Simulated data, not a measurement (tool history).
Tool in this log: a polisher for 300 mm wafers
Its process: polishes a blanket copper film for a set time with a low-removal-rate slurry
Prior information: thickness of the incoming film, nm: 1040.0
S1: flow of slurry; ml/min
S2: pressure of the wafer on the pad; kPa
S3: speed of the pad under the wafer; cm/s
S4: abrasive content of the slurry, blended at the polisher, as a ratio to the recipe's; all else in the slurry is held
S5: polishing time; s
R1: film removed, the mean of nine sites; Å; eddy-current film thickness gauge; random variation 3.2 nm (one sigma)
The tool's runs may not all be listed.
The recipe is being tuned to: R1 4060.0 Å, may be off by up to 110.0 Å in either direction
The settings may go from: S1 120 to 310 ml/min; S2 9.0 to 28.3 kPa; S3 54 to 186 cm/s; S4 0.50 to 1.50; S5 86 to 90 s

run 1 hour=0.0 | S1=200 S2=18.6 S3=118 S4=1.00 S5=86 | R1=3211.4
run 2 hour=6.1 | S1=200 S2=15.9 S3=118 S4=1.00 S5=86 | R1=2701.6
run 3 hour=13.0 | S1=210 S2=17.9 S3=118 S4=1.00 S5=86 | R1=3079.3
run 4 hour=16.8 | S1=210 S2=17.9 S3=118 S4=1.00 S5=86 | R1=3159.3
run 5 hour=24.7 | S1=165 S2=17.9 S3=118 S4=1.00 S5=86 | R1=3011.8
run 6 hour=33.6 | S1=175 S2=19.3 S3=118 S4=1.00 S5=86 | R1=3240.5
run 7 hour=39.8 | S1=195 S2=20.0 S3=118 S4=1.00 S5=86 | R1=3464.2
run 8 hour=42.0 | S1=250 S2=22.1 S3=118 S4=1.00 S5=86 | R1=3929.4

Consider the 4 candidate settings below. Which is the only one whose results all fall within their allowed miss of target?
run A hour=44.2 | S1=260 S2=19.3 S3=130 S4=1.05 S5=90 | R1=?
run B hour=44.2 | S1=220 S2=25.5 S3=100 S4=1.05 S5=86 | R1=?
run C hour=44.2 | S1=270 S2=24.1 S3=96 S4=1.10 S5=89 | R1=?
run D hour=44.2 | S1=260 S2=25.5 S3=92 S4=1.05 S5=90 | R1=?

move=A R1=4016.6
move=B R1=3830.1
move=C R1=3749.5
move=D R1=3771.8
A: meets every target
B: moves away from the targets compared with the last run
C: moves away from the targets compared with the last run
D: moves away from the targets compared with the last run
So the answer is move A, the one that meets all the targets.
